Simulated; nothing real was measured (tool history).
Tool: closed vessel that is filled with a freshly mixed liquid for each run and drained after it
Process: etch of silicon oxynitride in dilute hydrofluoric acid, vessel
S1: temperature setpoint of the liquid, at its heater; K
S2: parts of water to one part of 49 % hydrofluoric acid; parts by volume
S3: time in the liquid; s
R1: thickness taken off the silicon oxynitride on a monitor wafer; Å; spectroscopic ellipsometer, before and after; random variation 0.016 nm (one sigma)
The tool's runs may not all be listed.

{"run": 1, "hour": 0.0, "S1": 296.15, "S2": 220, "S3": 260, "R1": 30.801}
{"run": 2, "hour": 3.5, "S1": 298.15, "S2": 220, "S3": 260, "R1": 33.429}
{"run": 3, "hour": 6.2, "S1": 296.65, "S2": 235, "S3": 260, "R1": 29.012}
{"run": 4, "hour": 7.3, "S1": 295.65, "S2": 245, "S3": 260, "R1": 26.3}
{"run": 5, "hour": 14.3, "S1": 295.65, "S2": 245, "S3": 205, "R1": 20.734}
{"run": 6, "hour": 15.3, "S1": 295.65, "S2": 215, "S3": 205, "R1": 23.899}
{"run": 7, "hour": 20.6, "S1": 295.65, "S2": 215, "S3": 205, "R1": 24.044}
{"run": 8, "hour": 22.7, "S1": 294.65, "S2": 215, "S3": 205, "R1": 23.021}
{"run": 9, "hour": 28.3, "S1": 294.65, "S2": 215, "S3": 205, "R1": 22.878}
{"run": 10, "hour": 33.9, "S1": 294.65, "S2": 215, "S3": 205, "R1": 23.183}

The next listed run, before its measurement:
{"run": 11, "hour": 40.9, "S1": 293.65, "S2": 220, "S3": 205, "R1": "?"}

R1: 21.401 Å

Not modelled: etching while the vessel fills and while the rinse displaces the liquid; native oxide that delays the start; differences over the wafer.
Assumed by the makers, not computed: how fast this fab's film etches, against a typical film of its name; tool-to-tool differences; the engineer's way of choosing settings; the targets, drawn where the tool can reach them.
